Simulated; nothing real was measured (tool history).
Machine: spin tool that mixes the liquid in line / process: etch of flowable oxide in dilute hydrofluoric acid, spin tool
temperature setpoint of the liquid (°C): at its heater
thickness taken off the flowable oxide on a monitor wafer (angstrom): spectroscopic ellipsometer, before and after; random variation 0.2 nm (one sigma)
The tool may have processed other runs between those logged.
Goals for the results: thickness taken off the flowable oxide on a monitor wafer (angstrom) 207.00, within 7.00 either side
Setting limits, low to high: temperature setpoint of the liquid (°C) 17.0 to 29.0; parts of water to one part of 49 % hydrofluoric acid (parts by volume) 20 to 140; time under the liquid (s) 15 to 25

run,day,temperature setpoint of the liquid (°C),parts of water to one part of 49 % hydrofluoric acid (parts by volume),time under the liquid (s),thickness taken off the flowable oxide on a monitor wafer (angstrom)
1,0.000,21.0,75,25,105.42
2,0.258,19.5,75,25,96.79
3,0.425,22.0,70,25,118.71
4,0.500,23.5,65,25,135.94
5,0.842,21.0,65,25,124.12
6,1.083,23.0,60,25,142.95
7,1.121,24.5,60,25,154.46
8,1.229,25.5,60,25,162.65
9,1.325,26.5,60,25,166.55
10,1.433,27.0,60,25,171.61
11,1.788,27.5,60,25,174.66
12,2.042,28.0,60,25,174.87
13,2.242,28.5,55,25,195.98

Which one of the following 4 next-run settings gets every result inside its allowed miss? There is exactly one.
A,2.442,29.0,60,25,?
B,2.442,28.5,60,25,?
C,2.442,25.5,50,25,?
D,2.442,27.0,50,25,?

move,thickness taken off the flowable oxide on a monitor wafer (angstrom)
A,180.54
B,177.03
C,191.09
D,203.04
A: the biggest miss grows against the last run
B: the biggest miss grows against the last run
C: the biggest miss grows against the last run
D: meets every target
So the answer is move D, the one that meets all the targets.
